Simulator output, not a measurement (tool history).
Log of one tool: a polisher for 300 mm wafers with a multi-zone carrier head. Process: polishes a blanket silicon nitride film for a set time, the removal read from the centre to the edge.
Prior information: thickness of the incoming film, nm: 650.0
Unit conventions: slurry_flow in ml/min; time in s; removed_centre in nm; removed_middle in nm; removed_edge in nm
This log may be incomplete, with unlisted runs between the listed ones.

run  hour  slurry_flow  centre_zone  middle_zone  edge_zone  time  removed_centre  removed_middle  removed_edge
  1     0          310            1            1          1    69          136.22          136.35        136.01
  2   1.1          310            1            1          1    62          127.04          122.39        124.12
  3     8          305         0.96         0.98       1.01    61          115.88          116.78        121.16
  4  12.1          305         1.03         0.98       1.01    61          125.08          117.96        122.02
  5  16.2          305         1.03         0.98       1.01    47          99.864          90.733        95.139
  6  18.7          305            1         0.99       1.05    50          100.51          95.702        99.561

What will run 7 give?
  7  21.4          305         0.97         0.98       1.05    53               ?               ?             ?

removed_centre: 105.21 nm
removed_middle: 101.59 nm
removed_edge: 107.59 nm
